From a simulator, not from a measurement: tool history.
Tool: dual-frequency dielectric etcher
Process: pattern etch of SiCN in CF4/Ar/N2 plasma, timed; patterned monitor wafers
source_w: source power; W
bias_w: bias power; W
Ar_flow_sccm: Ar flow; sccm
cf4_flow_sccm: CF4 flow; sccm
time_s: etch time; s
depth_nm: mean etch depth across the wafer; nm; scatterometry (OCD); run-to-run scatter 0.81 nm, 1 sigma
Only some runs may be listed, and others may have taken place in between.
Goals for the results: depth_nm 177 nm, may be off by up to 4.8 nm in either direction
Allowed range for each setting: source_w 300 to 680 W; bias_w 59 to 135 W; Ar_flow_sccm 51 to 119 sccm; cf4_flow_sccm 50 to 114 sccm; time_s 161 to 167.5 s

Run 1, hour 0: source_w 490 W, bias_w 97 W, Ar_flow_sccm 85 sccm, cf4_flow_sccm 82 sccm, time_s 161 s. Result: depth_nm 148.78 nm.
Run 2, hour 3.7: source_w 550 W, bias_w 97 W, Ar_flow_sccm 85 sccm, cf4_flow_sccm 82 sccm, time_s 161 s. Result: depth_nm 163.48 nm.
Run 3, hour 12.2: source_w 510 W, bias_w 97 W, Ar_flow_sccm 85 sccm, cf4_flow_sccm 82 sccm, time_s 161 s. Result: depth_nm 153.07 nm.
Run 4, hour 19.9: source_w 530 W, bias_w 98 W, Ar_flow_sccm 85 sccm, cf4_flow_sccm 82 sccm, time_s 161 s. Result: depth_nm 160.3 nm.
Run 5, hour 26.9: source_w 530 W, bias_w 98 W, Ar_flow_sccm 85 sccm, cf4_flow_sccm 70 sccm, time_s 161 s. Result: depth_nm 157.76 nm.
Run 6, hour 30.3: source_w 540 W, bias_w 98 W, Ar_flow_sccm 85 sccm, cf4_flow_sccm 70 sccm, time_s 161 s. Result: depth_nm 160.43 nm.
Run 7, hour 37.1: source_w 550 W, bias_w 98 W, Ar_flow_sccm 85 sccm, cf4_flow_sccm 70 sccm, time_s 161 s. Result: depth_nm 163.35 nm.
Run 8, hour 41.4: source_w 560 W, bias_w 98 W, Ar_flow_sccm 85 sccm, cf4_flow_sccm 70 sccm, time_s 161 s. Result: depth_nm 165.63 nm.

Exercise: of the 4 proposed moves below, exactly one satisfies all targets within the stated allowed misses. Which move is it?
Run A, hour 45.7: source_w 550 W, bias_w 101 W, Ar_flow_sccm 83 sccm, cf4_flow_sccm 65 sccm, time_s 161 s. Result: depth_nm ?.
Run B, hour 45.7: source_w 540 W, bias_w 98 W, Ar_flow_sccm 87 sccm, cf4_flow_sccm 66 sccm, time_s 161.5 s. Result: depth_nm ?.
Run C, hour 45.7: source_w 520 W, bias_w 96 W, Ar_flow_sccm 85 sccm, cf4_flow_sccm 58 sccm, time_s 164.5 s. Result: depth_nm ?.
Run D, hour 45.7: source_w 570 W, bias_w 104 W, Ar_flow_sccm 83 sccm, cf4_flow_sccm 72 sccm, time_s 163.5 s. Result: depth_nm ?.

move  depth_nm
   A     164.7
   B    159.93
   C    155.35
   D    175.82
A: lands further from the targets than the last run did
B: lands further from the targets than the last run did
C: lands further from the targets than the last run did
D: all results in spec
D is the move that brings every result within its allowed miss.
